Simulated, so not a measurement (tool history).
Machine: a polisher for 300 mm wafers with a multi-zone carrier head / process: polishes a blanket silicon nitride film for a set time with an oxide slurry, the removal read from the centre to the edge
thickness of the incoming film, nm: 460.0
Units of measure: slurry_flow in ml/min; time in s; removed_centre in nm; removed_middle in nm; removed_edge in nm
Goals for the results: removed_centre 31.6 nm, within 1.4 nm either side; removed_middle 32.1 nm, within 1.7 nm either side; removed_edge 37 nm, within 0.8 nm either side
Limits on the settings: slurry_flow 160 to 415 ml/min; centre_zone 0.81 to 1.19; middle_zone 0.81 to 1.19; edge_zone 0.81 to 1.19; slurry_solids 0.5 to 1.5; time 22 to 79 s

run	hour	slurry_flow	centre_zone	middle_zone	edge_zone	slurry_solids	time	removed_centre	removed_middle	removed_edge
1	0	265	1	1	1	1	50	29.394	29.574	28.548
2	2.4	240	1	1	1	1	50	29.011	28.167	28.367
3	6	240	1	1	1	1	37	21.807	21.155	21.065
4	11.3	240	0.98	0.99	1.04	1.1	39	22.999	22.445	23.575
5	17.4	240	0.98	0.99	1.04	1.3	39	25.205	24.723	25.068
6	24.1	240	0.98	0.99	1.04	1.3	26	16.617	16.229	16.884
7	30.7	240	0.96	0.98	1.07	1.35	31	19.183	20.326	20.725
8	32.8	290	1	0.88	1.17	1.5	45	31.084	27.716	33.289
9	34.6	300	0.98	0.89	1.17	1.5	46	30.922	29.248	34.448
10	43.1	315	0.98	0.89	1.17	1.5	46	31.414	28.187	34.05
11	49.9	305	0.97	0.9	1.17	1.5	47	32.27	29.665	35.004
12	54.2	300	0.95	0.91	1.17	1.5	47	30.528	29.886	34.786

Exercise: of the 4 proposed moves below, exactly one satisfies all targets within the stated allowed misses. Which move is it?
A	58.5	275	1.03	1	1.17	1.5	45	?	?	?
B	58.5	295	0.96	1	1.12	1.35	46	?	?	?
C	58.5	360	0.93	0.81	1.19	1.45	50	?	?	?
D	58.5	245	0.93	0.93	1.19	1.5	50	?	?	?

move	removed_centre	removed_middle	removed_edge
A	31.765	30.644	33.174
B	29.262	30.297	32.006
C	32.207	28.9	37.471
D	31.428	31.689	36.903
A: lands further from the targets than the last run did
B: lands further from the targets than the last run did
C: brings the result that was furthest off to its target, and leaves another outside
D: hits every target within its allowed miss
D meets every target.
